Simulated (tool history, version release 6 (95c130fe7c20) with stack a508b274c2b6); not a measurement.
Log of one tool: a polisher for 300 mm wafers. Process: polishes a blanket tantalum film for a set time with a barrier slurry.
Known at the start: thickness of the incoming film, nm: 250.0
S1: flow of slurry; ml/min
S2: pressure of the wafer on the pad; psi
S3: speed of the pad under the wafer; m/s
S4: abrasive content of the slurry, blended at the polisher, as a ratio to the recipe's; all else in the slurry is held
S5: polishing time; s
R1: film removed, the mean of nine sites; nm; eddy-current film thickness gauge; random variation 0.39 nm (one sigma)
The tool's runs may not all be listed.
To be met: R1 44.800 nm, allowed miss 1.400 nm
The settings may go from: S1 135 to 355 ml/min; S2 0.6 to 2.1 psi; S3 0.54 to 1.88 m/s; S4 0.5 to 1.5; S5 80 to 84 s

run 1 day=0.000 | S1=225 S2=1.3 S3=1.20 S4=1.0 S5=80 | R1=80.665
run 2 day=0.192 | S1=225 S2=1.2 S3=1.20 S4=1.0 S5=80 | R1=76.698
run 3 day=0.329 | S1=225 S2=1.1 S3=1.16 S4=1.0 S5=80 | R1=68.706
run 4 day=0.362 | S1=225 S2=1.0 S3=1.14 S4=1.0 S5=80 | R1=63.239
run 5 day=0.529 | S1=225 S2=1.0 S3=1.14 S4=1.0 S5=80 | R1=62.304
run 6 day=0.746 | S1=205 S2=1.0 S3=1.14 S4=1.0 S5=80 | R1=60.966
run 7 day=0.892 | S1=195 S2=0.9 S3=1.14 S4=1.0 S5=80 | R1=55.827
run 8 day=1.238 | S1=185 S2=0.9 S3=1.14 S4=1.0 S5=80 | R1=54.891
-- day=1.588 slurry blender recalibrated
run 9 day=1.588 | S1=180 S2=0.9 S3=1.14 S4=1.0 S5=80 | R1=60.060
run 10 day=1.804 | S1=200 S2=0.9 S3=1.14 S4=1.0 S5=80 | R1=60.262
run 11 day=2.062 | S1=195 S2=0.8 S3=1.12 S4=1.0 S5=80 | R1=53.750
run 12 day=2.329 | S1=195 S2=0.8 S3=1.12 S4=1.0 S5=80 | R1=53.505
run 13 day=2.688 | S1=190 S2=0.7 S3=1.10 S4=1.0 S5=80 | R1=47.830
run 14 day=2.721 | S1=190 S2=0.6 S3=1.10 S4=1.0 S5=80 | R1=42.654
run 15 day=2.979 | S1=190 S2=0.7 S3=1.10 S4=1.0 S5=80 | R1=48.083
run 16 day=3.071 | S1=190 S2=0.6 S3=1.10 S4=1.0 S5=80 | R1=42.464
run 17 day=3.179 | S1=190 S2=0.7 S3=1.10 S4=1.0 S5=80 | R1=47.990
run 18 day=3.471 | S1=190 S2=0.6 S3=1.10 S4=1.0 S5=80 | R1=42.826
run 19 day=3.638 | S1=190 S2=0.6 S3=1.10 S4=1.0 S5=81 | R1=43.308

4 next moves are on the table. One of them brings every result within its allowed miss. Which?
run A day=3.804 | S1=215 S2=0.6 S3=1.10 S4=1.0 S5=82 | R1=?
run B day=3.804 | S1=200 S2=0.6 S3=1.08 S4=1.0 S5=80 | R1=?
run C day=3.804 | S1=185 S2=0.7 S3=0.88 S4=1.0 S5=83 | R1=?
run D day=3.804 | S1=190 S2=0.7 S3=0.90 S4=1.1 S5=81 | R1=?

move=A R1=44.516
move=B R1=42.352
move=C R1=40.915
move=D R1=42.005
A: meets every target
B: further off than the last run
C: further off than the last run
D: further off than the last run
Move A is the one to make.
